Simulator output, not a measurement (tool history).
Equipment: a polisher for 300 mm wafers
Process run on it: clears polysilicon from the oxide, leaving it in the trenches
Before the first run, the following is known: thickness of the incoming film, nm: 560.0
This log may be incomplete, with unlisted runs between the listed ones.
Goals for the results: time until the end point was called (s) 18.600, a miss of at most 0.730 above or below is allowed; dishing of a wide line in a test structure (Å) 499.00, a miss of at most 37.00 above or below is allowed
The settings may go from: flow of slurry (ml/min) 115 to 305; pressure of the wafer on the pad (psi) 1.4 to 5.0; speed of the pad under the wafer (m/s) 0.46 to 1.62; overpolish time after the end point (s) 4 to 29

run,hour,flow of slurry (ml/min),pressure of the wafer on the pad (psi),speed of the pad under the wafer (m/s),overpolish time after the end point (s),time until the end point was called (s),dishing of a wide line in a test structure (Å)
1,0.0,195,3.2,1.04,15,39.958,498.08
2,9.0,195,3.2,1.04,10,39.474,468.08
3,17.9,195,3.6,1.08,10,33.644,475.46
4,19.3,195,3.6,1.08,7,33.667,433.19
5,24.2,195,3.1,1.08,7,39.166,404.38
6,28.9,195,3.5,1.12,7,33.664,429.21
# hour 33.6: head pressure recalibrated
7,33.6,195,3.8,1.16,7,27.155,481.09
8,39.5,205,3.9,1.18,6,25.963,444.95
9,46.7,210,4.1,1.18,7,24.423,477.04
10,51.2,200,5.0,1.24,4,19.392,433.41

Of the 5 settings listed for the next run, only one would bring every result within its allowed miss of target. Which one?
A,55.7,230,4.7,1.26,7,?,?
B,55.7,225,5.0,1.10,5,?,?
C,55.7,195,4.9,1.16,6,?,?
D,55.7,170,5.0,1.18,5,?,?
E,55.7,140,4.4,1.52,9,?,?

move,time until the end point was called (s),dishing of a wide line in a test structure (Å)
A,19.800,491.25
B,21.327,450.99
C,20.937,473.96
D,20.474,456.17
E,18.471,505.77
A: corrects the largest miss of the last run, while another result sits out of spec
B: the biggest miss grows against the last run
C: corrects the largest miss of the last run, while another result sits out of spec
D: the biggest miss grows against the last run
E: meets every target
Move E is the one to make.

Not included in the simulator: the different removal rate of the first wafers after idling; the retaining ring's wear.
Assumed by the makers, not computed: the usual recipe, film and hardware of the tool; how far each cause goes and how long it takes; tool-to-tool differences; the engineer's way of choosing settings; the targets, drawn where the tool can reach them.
